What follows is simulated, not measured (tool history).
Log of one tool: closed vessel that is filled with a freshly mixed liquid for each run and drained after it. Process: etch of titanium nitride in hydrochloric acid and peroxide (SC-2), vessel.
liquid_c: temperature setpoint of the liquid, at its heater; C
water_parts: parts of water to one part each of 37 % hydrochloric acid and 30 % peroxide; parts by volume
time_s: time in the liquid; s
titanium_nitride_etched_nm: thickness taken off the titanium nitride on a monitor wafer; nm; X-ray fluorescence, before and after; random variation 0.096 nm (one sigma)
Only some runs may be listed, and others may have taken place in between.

{"run": 1, "hour": 0.0, "liquid_c": 57.0, "water_parts": 8.5, "time_s": 95, "titanium_nitride_etched_nm": 8.752}
{"run": 2, "hour": 4.6, "liquid_c": 57.0, "water_parts": 8.5, "time_s": 95, "titanium_nitride_etched_nm": 8.6357}
{"run": 3, "hour": 8.4, "liquid_c": 57.0, "water_parts": 8.5, "time_s": 95, "titanium_nitride_etched_nm": 8.7361}
{"run": 4, "hour": 11.6, "liquid_c": 57.5, "water_parts": 8.5, "time_s": 95, "titanium_nitride_etched_nm": 8.9785}
{"run": 5, "hour": 14.2, "liquid_c": 58.0, "water_parts": 8.5, "time_s": 95, "titanium_nitride_etched_nm": 9.4089}
{"run": 6, "hour": 19.1, "liquid_c": 55.0, "water_parts": 8.5, "time_s": 95, "titanium_nitride_etched_nm": 7.6667}
{"run": 7, "hour": 25.0, "liquid_c": 56.0, "water_parts": 8.5, "time_s": 95, "titanium_nitride_etched_nm": 8.2929}
{"run": 8, "hour": 31.2, "liquid_c": 57.0, "water_parts": 8.5, "time_s": 95, "titanium_nitride_etched_nm": 8.7712}

Estimate the outcome of run 9 from the log above:
{"run": 9, "hour": 38.0, "liquid_c": 57.5, "water_parts": 8.5, "time_s": 95, "titanium_nitride_etched_nm": "?"}

titanium_nitride_etched_nm: 9.1273 nm
